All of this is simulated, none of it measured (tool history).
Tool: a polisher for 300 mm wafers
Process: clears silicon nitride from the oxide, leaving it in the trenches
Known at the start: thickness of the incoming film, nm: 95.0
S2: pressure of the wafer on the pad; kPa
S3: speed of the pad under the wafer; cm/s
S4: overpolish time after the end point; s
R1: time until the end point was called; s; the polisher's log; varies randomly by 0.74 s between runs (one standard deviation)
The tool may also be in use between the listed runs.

{"run": 1, "hour": 0.0, "flow of slurry (ml/min)": 180, "S2": 22.1, "S3": 108, "S4": 41, "R1": 97.512}
{"run": 2, "hour": 5.2, "flow of slurry (ml/min)": 180, "S2": 17.2, "S3": 108, "S4": 41, "R1": 123.16}
{"run": 3, "hour": 13.0, "flow of slurry (ml/min)": 145, "S2": 17.2, "S3": 108, "S4": 41, "R1": 127.26}
{"run": 4, "hour": 14.4, "flow of slurry (ml/min)": 150, "S2": 19.3, "S3": 108, "S4": 41, "R1": 112.12}
{"run": 5, "hour": 19.1, "flow of slurry (ml/min)": 150, "S2": 20.7, "S3": 108, "S4": 41, "R1": 106.59}
{"run": 6, "hour": 23.8, "flow of slurry (ml/min)": 185, "S2": 20.7, "S3": 108, "S4": 41, "R1": 101.99}
{"run": 7, "hour": 29.3, "flow of slurry (ml/min)": 190, "S2": 22.1, "S3": 108, "S4": 41, "R1": 97.15}
{"hour": 32.9, "done": "worn pad replaced by a new one"}
{"run": 8, "hour": 32.9, "flow of slurry (ml/min)": 190, "S2": 23.4, "S3": 108, "S4": 41, "R1": 82.952}

The next listed run, before its measurement:
{"run": 9, "hour": 39.7, "flow of slurry (ml/min)": 195, "S2": 24.1, "S3": 108, "S4": 41, "R1": "?"}

R1: 81.486 s
